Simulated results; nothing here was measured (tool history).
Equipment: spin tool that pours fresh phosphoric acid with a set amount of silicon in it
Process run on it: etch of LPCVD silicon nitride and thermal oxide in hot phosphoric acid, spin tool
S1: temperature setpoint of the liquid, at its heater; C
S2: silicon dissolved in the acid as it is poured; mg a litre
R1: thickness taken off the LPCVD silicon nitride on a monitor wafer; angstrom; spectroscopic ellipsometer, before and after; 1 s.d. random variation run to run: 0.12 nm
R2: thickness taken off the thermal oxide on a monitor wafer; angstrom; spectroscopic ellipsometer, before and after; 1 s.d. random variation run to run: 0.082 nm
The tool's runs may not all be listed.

Run 1, day 0.000: S1 164.0 C, S2 18.5 mg a litre, time under the liquid (s) 80. Result: R1 91.803 angstrom, R2 1.3322 angstrom.
Run 2, day 0.279: S1 165.0 C, S2 14.5 mg a litre, time under the liquid (s) 90. Result: R1 109.830 angstrom, R2 2.1688 angstrom.
Run 3, day 0.608: S1 165.5 C, S2 14.0 mg a litre, time under the liquid (s) 95. Result: R1 114.820 angstrom, R2 2.2697 angstrom.
Run 4, day 0.750: S1 165.5 C, S2 4.0 mg a litre, time under the liquid (s) 95. Result: R1 116.600 angstrom, R2 3.5940 angstrom.
Run 5, day 0.900: S1 166.0 C, S2 5.0 mg a litre, time under the liquid (s) 100. Result: R1 122.600 angstrom, R2 3.8634 angstrom.
Run 6, day 0.950: S1 167.0 C, S2 5.0 mg a litre, time under the liquid (s) 100. Result: R1 127.230 angstrom, R2 3.5784 angstrom.
Run 7, day 1.083: S1 167.0 C, S2 5.0 mg a litre, time under the liquid (s) 105. Result: R1 135.220 angstrom, R2 5.8207 angstrom.
Run 8, day 1.246: S1 167.0 C, S2 5.0 mg a litre, time under the liquid (s) 105. Result: R1 135.460 angstrom, R2 4.3851 angstrom.

For run 9, what comes out?
Run 9, day 1.508: S1 167.0 C, S2 6.0 mg a litre, time under the liquid (s) 110. Result: R1 ?, R2 ?.

{"run 9": {"R1": 141.65, "R2": 4.0503}}
